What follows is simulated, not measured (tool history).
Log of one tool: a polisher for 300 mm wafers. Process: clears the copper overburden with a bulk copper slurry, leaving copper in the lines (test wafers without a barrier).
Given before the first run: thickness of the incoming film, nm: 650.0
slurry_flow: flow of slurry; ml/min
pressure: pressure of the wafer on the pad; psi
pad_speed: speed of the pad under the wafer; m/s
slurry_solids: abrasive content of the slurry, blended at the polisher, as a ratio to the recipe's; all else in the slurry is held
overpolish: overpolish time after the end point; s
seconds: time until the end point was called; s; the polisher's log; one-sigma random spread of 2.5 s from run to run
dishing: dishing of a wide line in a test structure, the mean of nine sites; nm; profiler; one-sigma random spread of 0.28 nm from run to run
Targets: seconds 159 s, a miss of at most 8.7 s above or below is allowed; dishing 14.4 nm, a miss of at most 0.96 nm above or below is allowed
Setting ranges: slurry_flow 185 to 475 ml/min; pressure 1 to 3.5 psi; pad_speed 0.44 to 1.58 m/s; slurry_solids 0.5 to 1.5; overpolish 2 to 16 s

| run | day | slurry_flow | pressure | pad_speed | slurry_solids | overpolish | seconds | dishing |
|---|---|---|---|---|---|---|---|---|
| 1 | 0 | 305 | 2.2 | 1 | 1 | 8 | 94.286 | 43.193 |
| 2 | 0.271 | 305 | 2.1 | 0.98 | 1 | 7 | 99.546 | 35.902 |
| 3 | 0.554 | 305 | 2 | 0.96 | 1 | 6 | 109.35 | 29.776 |
| 4 | 0.712 | 305 | 1.9 | 0.96 | 1 | 5 | 110.44 | 24.825 |
| 5 | 0.767 | 305 | 1.8 | 0.96 | 1 | 5 | 118.57 | 23.852 |
| 6 | 1.029 | 305 | 1.8 | 1.2 | 1 | 5 | 97.413 | 26.961 |
| 7 | 1.112 | 295 | 1.2 | 0.98 | 0.95 | 2 | 175.6 | 6.9782 |
| 8 | 1.479 | 305 | 1.4 | 0.94 | 1.05 | 6 | 155.69 | 22.621 |
| 9 | 1.825 | 300 | 1.4 | 0.94 | 1 | 6 | 154.06 | 21.858 |
| 10 | 2.162 | 300 | 1.4 | 0.94 | 0.95 | 6 | 156.03 | 21.256 |
| 11 | 2.325 | 295 | 1.4 | 0.94 | 0.9 | 6 | 158.35 | 20.91 |
| 12 | 2.433 | 290 | 1.4 | 0.94 | 0.9 | 6 | 157.61 | 21.383 |
| 13 | 2.558 | 290 | 1.4 | 0.96 | 0.9 | 5 | 154.04 | 17.663 |

Next run, 5 choices. One meets every target within its allowed miss, the rest don't. Which?
| A | 2.683 | 335 | 1.2 | 1.08 | 0.9 | 4 | ? | ? |
| B | 2.683 | 370 | 1.3 | 0.98 | 0.9 | 5 | ? | ? |
| C | 2.683 | 265 | 1.5 | 0.9 | 0.85 | 7 | ? | ? |
| D | 2.683 | 295 | 1.4 | 0.98 | 0.5 | 7 | ? | ? |
| E | 2.683 | 260 | 1.2 | 0.9 | 1 | 4 | ? | ? |

| move | seconds | dishing |
|---|---|---|
| A | 157.85 | 14.473 |
| B | 158.56 | 17.737 |
| C | 156.71 | 24.384 |
| D | 175.95 | 21.932 |
| E | 185.55 | 12.454 |
A: in spec on every target
B: neither nearer nor further off than the last run
C: the biggest miss grows against the last run
D: the biggest miss grows against the last run
E: takes the biggest miss from the last run beyond its target
Go with A: it meets all targets.
